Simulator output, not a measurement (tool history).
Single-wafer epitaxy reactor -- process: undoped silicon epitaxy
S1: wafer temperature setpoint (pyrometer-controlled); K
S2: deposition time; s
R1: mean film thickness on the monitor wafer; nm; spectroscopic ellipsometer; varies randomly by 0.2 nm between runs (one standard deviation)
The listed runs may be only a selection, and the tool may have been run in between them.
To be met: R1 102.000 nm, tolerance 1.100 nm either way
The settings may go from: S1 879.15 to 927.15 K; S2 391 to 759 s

Run 1, day 0.000: S1 903.15 K, S2 575 s. Result: R1 53.486 nm.
Run 2, day 0.075: S1 903.15 K, S2 654 s. Result: R1 60.655 nm.
Run 3, day 0.450: S1 898.15 K, S2 654 s. Result: R1 53.303 nm.
Run 4, day 0.804: S1 904.15 K, S2 654 s. Result: R1 62.459 nm.
Run 5, day 1.146: S1 908.15 K, S2 654 s. Result: R1 69.419 nm.
Run 6, day 1.342: S1 915.15 K, S2 654 s. Result: R1 83.174 nm.
Run 7, day 1.596: S1 925.15 K, S2 655 s. Result: R1 106.980 nm.
Run 8, day 1.933: S1 924.15 K, S2 655 s. Result: R1 104.690 nm.

Exactly one of the 5 candidate moves below puts every result within its allowed miss. Which one?
Run A, day 2.271: S1 927.15 K, S2 613 s. Result: R1 ?.
Run B, day 2.271: S1 925.15 K, S2 639 s. Result: R1 ?.
Run C, day 2.271: S1 924.15 K, S2 672 s. Result: R1 ?.
Run D, day 2.271: S1 922.15 K, S2 670 s. Result: R1 ?.
Run E, day 2.271: S1 923.15 K, S2 642 s. Result: R1 ?.

move       R1
   A  105.190
   B  104.340
   C  107.020
   D  101.490
   E   99.718
A: lands further from the targets than the last run did
B: gains on the last run, yet a result remains outside its allowed miss
C: lands further from the targets than the last run did
D: in spec on every target
E: the result that was furthest off in the last run now lies on the other side of its target
Go with D: it meets all targets.

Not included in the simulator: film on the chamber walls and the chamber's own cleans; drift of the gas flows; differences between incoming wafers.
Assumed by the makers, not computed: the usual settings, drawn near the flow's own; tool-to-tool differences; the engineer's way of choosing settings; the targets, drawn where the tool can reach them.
